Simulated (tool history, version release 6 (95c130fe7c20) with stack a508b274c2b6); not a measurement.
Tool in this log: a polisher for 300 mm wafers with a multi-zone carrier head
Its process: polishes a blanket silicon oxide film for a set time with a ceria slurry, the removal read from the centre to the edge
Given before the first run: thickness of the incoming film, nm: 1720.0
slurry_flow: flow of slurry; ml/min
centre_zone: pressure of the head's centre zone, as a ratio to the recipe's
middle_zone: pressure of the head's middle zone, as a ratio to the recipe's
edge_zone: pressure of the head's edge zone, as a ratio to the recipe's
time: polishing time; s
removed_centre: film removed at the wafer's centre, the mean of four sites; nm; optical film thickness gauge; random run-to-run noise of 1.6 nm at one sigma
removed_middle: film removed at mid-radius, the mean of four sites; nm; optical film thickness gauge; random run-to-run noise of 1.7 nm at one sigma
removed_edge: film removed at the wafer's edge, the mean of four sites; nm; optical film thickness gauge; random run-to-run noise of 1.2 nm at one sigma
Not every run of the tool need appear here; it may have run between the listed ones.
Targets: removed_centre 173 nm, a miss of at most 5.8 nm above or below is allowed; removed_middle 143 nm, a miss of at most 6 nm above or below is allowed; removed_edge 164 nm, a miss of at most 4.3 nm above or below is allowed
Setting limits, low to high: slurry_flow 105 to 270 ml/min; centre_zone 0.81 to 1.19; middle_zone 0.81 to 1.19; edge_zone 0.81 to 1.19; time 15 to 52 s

run  hour  slurry_flow  centre_zone  middle_zone  edge_zone  time  removed_centre  removed_middle  removed_edge
  1     0          175            1            1          1    33          94.924          94.521        96.919
  2   7.7          175            1         1.05          1    33          97.363          99.636        95.534
  3   9.6          175         1.04         1.05          1    33          98.726          96.976        96.322
  4  12.5          175         1.04         1.09          1    33          98.959          100.55        95.628
  5  18.9          175         0.99         1.09          1    33          96.406          101.08        95.775
  6  22.5          175         0.99         1.09          1    39          113.24          116.91        113.08
  7  28.3          185         1.02         1.08       1.02    40          116.84          120.91        118.13
  8  31.6          180         1.05         1.06       1.01    42          127.13          126.24        123.35
  9  33.8          185         1.07         1.03       1.02    43          134.97           123.6        126.14
 10  42.1          185         1.07         1.03       1.02    43           131.2          126.58        127.59
 11  49.1          185         1.07         1.03       1.02    43          132.41          127.17         127.5
 12    51          230         1.16         0.95       1.12    49          164.21          139.83         154.5
     59.7  -- worn pad replaced by a new one
 13  59.7          230         1.19         0.93       1.18    51          193.81          158.27        183.84
 14  63.6          180         1.17         0.92        1.1    52          192.13           153.3        178.61
 15  69.7          185         1.16         0.91       1.09    52          190.88          152.69        174.64
 16  75.7          190         1.15          0.9       1.09    52          185.87          153.66        177.23
 17  76.3          190         1.15         0.89       1.08    52          189.37           150.2        175.78
 18  77.7          190         1.14         0.89       1.07    52          189.92          155.68        175.48

5 candidate next runs follow, results not yet known. Just one meets every target within its allowed miss. Identify it.
  A  79.1          265         0.95         0.96       0.82    51               ?               ?             ?
  B  79.1          185         1.13          0.9       1.07    49               ?               ?             ?
  C  79.1          210         1.17         0.84       1.14    52               ?               ?             ?
  D  79.1          155         1.14          0.9       1.19    52               ?               ?             ?
  E  79.1          205         1.03         0.98       1.13    52               ?               ?             ?

move  removed_centre  removed_middle  removed_edge
   A          168.34          161.12        158.09
   B          174.52          140.22        166.32
   C          193.97          143.45        184.86
   D          180.46          144.52        182.47
   E          175.82          161.74        183.25
A: puts the biggest miss on target and leaves a different result outside tolerance
B: all results land within tolerance of their targets
C: the biggest miss grows against the last run
D: the biggest miss grows against the last run
E: puts the biggest miss on target and leaves a different result outside tolerance
The move that meets every target is B.
